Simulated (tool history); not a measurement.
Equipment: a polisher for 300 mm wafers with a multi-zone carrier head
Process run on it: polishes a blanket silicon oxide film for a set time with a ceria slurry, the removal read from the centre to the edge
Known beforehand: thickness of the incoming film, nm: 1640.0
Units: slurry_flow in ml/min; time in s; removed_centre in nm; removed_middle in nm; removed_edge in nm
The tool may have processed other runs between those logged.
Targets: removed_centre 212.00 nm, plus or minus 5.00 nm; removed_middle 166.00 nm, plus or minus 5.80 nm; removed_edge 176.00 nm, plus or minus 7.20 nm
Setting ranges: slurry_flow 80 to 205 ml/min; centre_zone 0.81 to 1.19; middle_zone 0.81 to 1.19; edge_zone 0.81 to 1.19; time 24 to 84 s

run  hour  slurry_flow  centre_zone  middle_zone  edge_zone  time  removed_centre  removed_middle  removed_edge
  1   0.0          135         1.00         1.00       1.00    54          199.92          200.49        199.63
  2   6.0          135         1.00         1.00       1.08    54          200.94          203.36        207.26
  3  14.2          135         1.00         0.95       1.08    54          202.54          195.78        202.65
  4  19.8          135         1.01         0.93       1.06    54          200.55          194.77        200.96
  5  27.7          135         1.01         0.93       1.06    44          164.71          156.95        167.04
  6  30.2          135         1.01         0.85       1.06    44          166.92          146.22        165.85
  7  36.3          135         1.01         0.85       1.06    44          166.21          148.48        167.59
  8  44.3          170         1.11         0.88       1.02    44          190.52          156.48        168.10
  9  48.1          175         1.12         0.88       1.03    44          192.47          158.93        170.05
 10  50.1          175         1.12         0.88       1.03    44          193.36          158.84        167.24
 11  57.5          175         1.13         0.88       1.04    44          196.19          157.96        166.30
 12  63.8          180         1.13         0.88       1.04    44          198.49          155.64        172.07
 13  65.1          185         1.14         0.89       1.04    44          198.60          160.83        172.86
 14  71.1          185         1.15         0.89       1.04    44          202.08          160.91        172.14
 15  72.7          195         1.17         0.90       1.04    44          207.20          165.02        172.05

Of the 5 settings listed for the next run, only one would bring every result within its allowed miss of target. Which one?
  A  74.3          205         1.13         0.88       0.97    43               ?               ?             ?
  B  74.3          205         1.16         0.89       1.01    45               ?               ?             ?
  C  74.3          200         1.11         0.93       1.05    44               ?               ?             ?
  D  74.3          195         1.19         0.94       1.15    42               ?               ?             ?
  E  74.3          205         1.19         1.01       0.93    42               ?               ?             ?

move  removed_centre  removed_middle  removed_edge
   A          198.25          154.96        163.32
   B          213.03          163.64        174.25
   C          198.53          165.33        173.10
   D          202.43          158.54        172.51
   E          204.18          169.57        156.12
A: moves away from the targets compared with the last run
B: all results land within tolerance of their targets
C: moves away from the targets compared with the last run
D: moves away from the targets compared with the last run
E: moves away from the targets compared with the last run
Move B is the one to make.
